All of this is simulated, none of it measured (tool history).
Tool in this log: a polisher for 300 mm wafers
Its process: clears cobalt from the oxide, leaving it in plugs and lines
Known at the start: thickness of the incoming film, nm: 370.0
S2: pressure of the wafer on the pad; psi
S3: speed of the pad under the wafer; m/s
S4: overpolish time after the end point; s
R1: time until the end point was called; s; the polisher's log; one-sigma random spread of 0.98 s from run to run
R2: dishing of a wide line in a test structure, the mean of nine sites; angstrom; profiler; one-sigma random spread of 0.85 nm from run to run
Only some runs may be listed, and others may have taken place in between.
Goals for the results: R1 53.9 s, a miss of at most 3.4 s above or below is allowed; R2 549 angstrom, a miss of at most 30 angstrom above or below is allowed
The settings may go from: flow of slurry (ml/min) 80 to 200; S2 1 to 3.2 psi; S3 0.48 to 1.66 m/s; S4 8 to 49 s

run 1 hour=0 | flow_of_slurry_(ml/min)=130 S2=2.1 S3=1.06 S4=25 | R1=74.483 R2=503.39
run 2 hour=6.5 | flow_of_slurry_(ml/min)=130 S2=2.1 S3=1.16 S4=25 | R1=66.081 R2=499.19
run 3 hour=11.8 | flow_of_slurry_(ml/min)=130 S2=2.2 S3=1.16 S4=26 | R1=65.92 R2=531.29
run 4 hour=15.7 | flow_of_slurry_(ml/min)=130 S2=1.8 S3=1.16 S4=26 | R1=78.27 R2=499.64
run 5 hour=19.7 | flow_of_slurry_(ml/min)=130 S2=1.8 S3=1.32 S4=26 | R1=68.682 R2=508.71
run 6 hour=27.2 | flow_of_slurry_(ml/min)=130 S2=1.8 S3=1.32 S4=20 | R1=72.611 R2=478.91
run 7 hour=31.6 | flow_of_slurry_(ml/min)=130 S2=1.9 S3=1.32 S4=21 | R1=63.88 R2=490.01
run 8 hour=34.5 | flow_of_slurry_(ml/min)=130 S2=1.9 S3=1.32 S4=22 | R1=65.307 R2=513.97

Which single option among these 4 for the next run brings every result within its allowed miss of target? Just one does.
run A hour=37.4 | flow_of_slurry_(ml/min)=145 S2=1.6 S3=1.36 S4=39 | R1=? R2=?
run B hour=37.4 | flow_of_slurry_(ml/min)=105 S2=2.1 S3=0.86 S4=44 | R1=? R2=?
run C hour=37.4 | flow_of_slurry_(ml/min)=100 S2=1.4 S3=1.34 S4=34 | R1=? R2=?
run D hour=37.4 | flow_of_slurry_(ml/min)=130 S2=2.1 S3=1.5 S4=29 | R1=? R2=?

move=A R1=72.592 R2=545.31
move=B R1=86.251 R2=543.74
move=C R1=87.317 R2=524.31
move=D R1=54.176 R2=543.23
A: misses by more than the last run did
B: misses by more than the last run did
C: misses by more than the last run did
D: each result inside its tolerance
D meets every target.

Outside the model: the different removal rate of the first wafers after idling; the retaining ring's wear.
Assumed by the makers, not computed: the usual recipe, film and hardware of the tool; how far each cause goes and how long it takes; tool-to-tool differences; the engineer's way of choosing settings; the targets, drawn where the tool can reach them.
